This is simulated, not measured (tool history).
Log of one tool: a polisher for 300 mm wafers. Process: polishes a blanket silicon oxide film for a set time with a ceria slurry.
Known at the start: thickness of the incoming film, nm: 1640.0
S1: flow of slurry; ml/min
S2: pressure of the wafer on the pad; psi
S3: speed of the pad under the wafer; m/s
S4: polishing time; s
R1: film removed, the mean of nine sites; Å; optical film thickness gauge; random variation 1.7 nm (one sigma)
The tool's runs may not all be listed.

run  hour   S1   S2    S3  S4      R1
  1     0  185  2.3  1.12  51    1492
  2   7.6  185  2.3  1.12  51  1432.6
  3  13.1  185  2.3  1.12  51  1463.4
  4  18.1  185  2.3  1.26  51    1606
  5  23.4  185  2.3  1.26  53  1692.9
  6  24.8  185  2.1  1.24  53  1534.2
  7  26.5  185  1.9  1.24  53  1368.3
  8  29.9  185  1.8  1.24  53  1341.6

Run 9 comes next. What will it give?
  9  33.3  185  1.7  1.24  53   ?

R1: 1259.2 Å

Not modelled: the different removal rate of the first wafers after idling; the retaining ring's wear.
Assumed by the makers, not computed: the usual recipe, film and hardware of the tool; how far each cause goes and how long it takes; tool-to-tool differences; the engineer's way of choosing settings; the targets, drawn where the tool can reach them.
